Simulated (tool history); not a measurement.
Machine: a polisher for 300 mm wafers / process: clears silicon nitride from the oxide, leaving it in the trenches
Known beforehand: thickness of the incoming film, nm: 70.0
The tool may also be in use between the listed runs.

| run | hour | flow of slurry (ml/min) | pressure of the wafer on the pad (psi) | speed of the pad under the wafer (m/s) | overpolish time after the end point (s) | time until the end point was called (s) |
|---|---|---|---|---|---|---|
| 1 | 0 | 315 | 2.3 | 0.88 | 15 | 117.08 |
| 2 | 6.7 | 315 | 2.3 | 1 | 15 | 107.61 |
| 3 | 14.3 | 315 | 1.7 | 1 | 15 | 131.65 |
| 4 | 19 | 310 | 1.5 | 0.9 | 15 | 157.09 |
| 5 | 23.6 | 310 | 1.5 | 0.68 | 15 | 212.39 |
| 6 | 29.5 | 340 | 1.5 | 0.68 | 15 | 207.79 |

Forecast run 7:
| 7 | 31 | 340 | 1.4 | 0.68 | 15 | ? |

time until the end point was called (s): 222.73

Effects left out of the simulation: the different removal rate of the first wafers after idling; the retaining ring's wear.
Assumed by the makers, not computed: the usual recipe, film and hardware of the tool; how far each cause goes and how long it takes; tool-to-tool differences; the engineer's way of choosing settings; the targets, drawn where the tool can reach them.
